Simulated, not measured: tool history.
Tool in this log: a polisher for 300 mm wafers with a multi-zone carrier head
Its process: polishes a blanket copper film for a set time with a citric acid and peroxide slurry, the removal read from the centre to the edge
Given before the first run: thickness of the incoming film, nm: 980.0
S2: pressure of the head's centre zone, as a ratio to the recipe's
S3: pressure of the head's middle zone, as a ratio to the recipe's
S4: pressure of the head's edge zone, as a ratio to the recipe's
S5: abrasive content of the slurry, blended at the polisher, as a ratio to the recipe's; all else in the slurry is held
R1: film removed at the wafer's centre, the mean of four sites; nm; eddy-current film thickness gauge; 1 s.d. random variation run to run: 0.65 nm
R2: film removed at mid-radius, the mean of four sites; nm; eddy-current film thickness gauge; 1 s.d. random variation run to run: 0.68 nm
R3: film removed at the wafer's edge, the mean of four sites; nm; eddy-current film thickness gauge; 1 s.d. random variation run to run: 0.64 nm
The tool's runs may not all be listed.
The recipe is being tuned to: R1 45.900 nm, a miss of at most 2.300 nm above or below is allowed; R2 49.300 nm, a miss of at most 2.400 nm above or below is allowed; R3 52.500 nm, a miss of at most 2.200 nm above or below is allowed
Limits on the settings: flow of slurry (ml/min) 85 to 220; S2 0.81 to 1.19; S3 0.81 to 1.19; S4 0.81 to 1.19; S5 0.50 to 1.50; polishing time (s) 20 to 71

{"run": 1, "hour": 0.0, "flow of slurry (ml/min)": 140, "S2": 1.0, "S3": 1.0, "S4": 1.0, "S5": 1.0, "polishing time (s)": 45, "R1": 55.918, "R2": 56.253, "R3": 57.698}
{"run": 2, "hour": 2.2, "flow of slurry (ml/min)": 140, "S2": 1.0, "S3": 1.0, "S4": 1.0, "S5": 1.0, "polishing time (s)": 36, "R1": 45.958, "R2": 44.782, "R3": 45.801}
{"run": 3, "hour": 5.6, "flow of slurry (ml/min)": 145, "S2": 0.98, "S3": 1.0, "S4": 1.03, "S5": 1.05, "polishing time (s)": 36, "R1": 44.848, "R2": 47.142, "R3": 46.713}
{"run": 4, "hour": 13.9, "flow of slurry (ml/min)": 145, "S2": 1.06, "S3": 1.0, "S4": 1.03, "S5": 1.05, "polishing time (s)": 36, "R1": 47.607, "R2": 46.823, "R3": 48.098}
{"run": 5, "hour": 15.0, "flow of slurry (ml/min)": 145, "S2": 1.06, "S3": 0.99, "S4": 1.06, "S5": 1.05, "polishing time (s)": 36, "R1": 48.27, "R2": 45.113, "R3": 47.962}
{"run": 6, "hour": 19.7, "flow of slurry (ml/min)": 145, "S2": 1.06, "S3": 0.99, "S4": 1.06, "S5": 0.85, "polishing time (s)": 36, "R1": 46.788, "R2": 44.661, "R3": 45.347}
{"run": 7, "hour": 28.2, "flow of slurry (ml/min)": 145, "S2": 1.04, "S3": 0.99, "S4": 1.08, "S5": 0.95, "polishing time (s)": 36, "R1": 46.663, "R2": 45.66, "R3": 48.105}
{"run": 8, "hour": 30.2, "flow of slurry (ml/min)": 150, "S2": 1.03, "S3": 1.0, "S4": 1.1, "S5": 0.95, "polishing time (s)": 36, "R1": 47.813, "R2": 47.154, "R3": 47.042}
{"run": 9, "hour": 38.6, "flow of slurry (ml/min)": 145, "S2": 1.01, "S3": 1.0, "S4": 1.1, "S5": 1.05, "polishing time (s)": 36, "R1": 46.422, "R2": 47.131, "R3": 47.882}
{"run": 10, "hour": 42.6, "flow of slurry (ml/min)": 145, "S2": 1.0, "S3": 0.99, "S4": 1.11, "S5": 1.15, "polishing time (s)": 36, "R1": 46.61, "R2": 47.447, "R3": 49.608}
{"run": 11, "hour": 44.1, "flow of slurry (ml/min)": 145, "S2": 0.99, "S3": 0.99, "S4": 1.12, "S5": 1.2, "polishing time (s)": 36, "R1": 47.408, "R2": 46.732, "R3": 48.499}

Which of these 5 next moves meets every target?
{"run": "A", "hour": 45.6, "flow of slurry (ml/min)": 140, "S2": 0.94, "S3": 0.86, "S4": 1.19, "S5": 1.2, "polishing time (s)": 36, "R1": "?", "R2": "?", "R3": "?"}
{"run": "B", "hour": 45.6, "flow of slurry (ml/min)": 135, "S2": 1.0, "S3": 0.83, "S4": 1.03, "S5": 1.2, "polishing time (s)": 41, "R1": "?", "R2": "?", "R3": "?"}
{"run": "C", "hour": 45.6, "flow of slurry (ml/min)": 160, "S2": 1.0, "S3": 1.16, "S4": 1.1, "S5": 0.85, "polishing time (s)": 35, "R1": "?", "R2": "?", "R3": "?"}
{"run": "D", "hour": 45.6, "flow of slurry (ml/min)": 170, "S2": 1.08, "S3": 1.0, "S4": 1.13, "S5": 1.2, "polishing time (s)": 32, "R1": "?", "R2": "?", "R3": "?"}
{"run": "E", "hour": 45.6, "flow of slurry (ml/min)": 145, "S2": 0.92, "S3": 0.98, "S4": 1.14, "S5": 1.25, "polishing time (s)": 38, "R1": "?", "R2": "?", "R3": "?"}

move=A R1=43.732 R2=41.669 R3=50.576
move=B R1=52.502 R2=45.705 R3=54.211
move=C R1=44.125 R2=50.544 R3=45.692
move=D R1=46.770 R2=43.645 R3=45.229
move=E R1=45.943 R2=49.788 R3=53.087
A: the furthest-off result lands on target, but another misses its tolerance
B: the furthest-off result lands on target, but another misses its tolerance
C: further off than the last run
D: further off than the last run
E: meets every target
The right move is E.
